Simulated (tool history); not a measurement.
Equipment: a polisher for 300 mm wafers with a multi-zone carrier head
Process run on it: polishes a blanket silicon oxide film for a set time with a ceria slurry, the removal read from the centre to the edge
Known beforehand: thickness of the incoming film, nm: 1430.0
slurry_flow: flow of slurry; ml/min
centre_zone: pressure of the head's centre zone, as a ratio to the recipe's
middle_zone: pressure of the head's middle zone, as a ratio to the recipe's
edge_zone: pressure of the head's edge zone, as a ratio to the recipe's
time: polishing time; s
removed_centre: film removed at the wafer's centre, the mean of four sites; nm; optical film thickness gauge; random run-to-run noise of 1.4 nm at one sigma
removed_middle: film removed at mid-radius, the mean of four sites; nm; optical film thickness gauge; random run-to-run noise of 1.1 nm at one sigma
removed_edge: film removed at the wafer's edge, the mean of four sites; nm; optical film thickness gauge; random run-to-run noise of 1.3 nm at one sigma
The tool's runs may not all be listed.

Run 1, hour 0.0: slurry_flow 260 ml/min, centre_zone 1.00, middle_zone 1.00, edge_zone 1.00, time 60 s. Result: removed_centre 225.17 nm, removed_middle 216.99 nm, removed_edge 225.39 nm.
Run 2, hour 8.9: slurry_flow 260 ml/min, centre_zone 1.00, middle_zone 0.97, edge_zone 1.00, time 60 s. Result: removed_centre 222.74 nm, removed_middle 213.92 nm, removed_edge 225.10 nm.
Run 3, hour 15.4: slurry_flow 260 ml/min, centre_zone 1.00, middle_zone 1.05, edge_zone 1.00, time 60 s. Result: removed_centre 223.13 nm, removed_middle 225.59 nm, removed_edge 221.66 nm.
Run 4, hour 17.3: slurry_flow 260 ml/min, centre_zone 1.04, middle_zone 1.05, edge_zone 1.00, time 60 s. Result: removed_centre 232.97 nm, removed_middle 220.61 nm, removed_edge 220.32 nm.
Run 5, hour 19.4: slurry_flow 260 ml/min, centre_zone 1.04, middle_zone 1.01, edge_zone 1.00, time 60 s. Result: removed_centre 234.66 nm, removed_middle 215.58 nm, removed_edge 219.24 nm.
Run 6, hour 26.3: slurry_flow 260 ml/min, centre_zone 1.04, middle_zone 1.05, edge_zone 1.00, time 60 s. Result: removed_centre 230.07 nm, removed_middle 227.80 nm, removed_edge 222.17 nm.
Run 7, hour 29.1: slurry_flow 255 ml/min, centre_zone 1.04, middle_zone 1.02, edge_zone 0.98, time 55 s. Result: removed_centre 215.46 nm, removed_middle 200.92 nm, removed_edge 203.84 nm.
Run 8, hour 36.3: slurry_flow 255 ml/min, centre_zone 1.05, middle_zone 1.01, edge_zone 0.97, time 50 s. Result: removed_centre 193.66 nm, removed_middle 180.38 nm, removed_edge 183.45 nm.
Run 9, hour 37.1: slurry_flow 250 ml/min, centre_zone 1.06, middle_zone 0.99, edge_zone 0.95, time 47 s. Result: removed_centre 187.48 nm, removed_middle 167.06 nm, removed_edge 171.98 nm.
Run 10, hour 42.7: slurry_flow 245 ml/min, centre_zone 1.06, middle_zone 0.97, edge_zone 0.93, time 45 s. Result: removed_centre 177.15 nm, removed_middle 158.36 nm, removed_edge 159.82 nm.
Run 11, hour 45.6: slurry_flow 240 ml/min, centre_zone 1.06, middle_zone 0.94, edge_zone 0.92, time 44 s. Result: removed_centre 171.08 nm, removed_middle 149.67 nm, removed_edge 157.57 nm.
Run 12, hour 51.1: slurry_flow 235 ml/min, centre_zone 1.06, middle_zone 0.92, edge_zone 0.90, time 43 s. Result: removed_centre 166.31 nm, removed_middle 143.75 nm, removed_edge 150.84 nm.
Run 13, hour 59.1: slurry_flow 235 ml/min, centre_zone 1.06, middle_zone 0.92, edge_zone 0.90, time 43 s. Result: removed_centre 169.42 nm, removed_middle 143.92 nm, removed_edge 149.55 nm.
Run 14, hour 65.7: slurry_flow 210 ml/min, centre_zone 1.01, middle_zone 0.83, edge_zone 0.82, time 39 s. Result: removed_centre 142.81 nm, removed_middle 115.48 nm, removed_edge 129.48 nm.

Run 15 has not been measured yet. What should we expect?
Run 15, hour 73.5: slurry_flow 210 ml/min, centre_zone 1.01, middle_zone 0.83, edge_zone 0.82, time 39 s. Result: removed_centre ?, removed_middle ?, removed_edge ?.

removed_centre: 142.04 nm
removed_middle: 116.50 nm
removed_edge: 129.08 nm
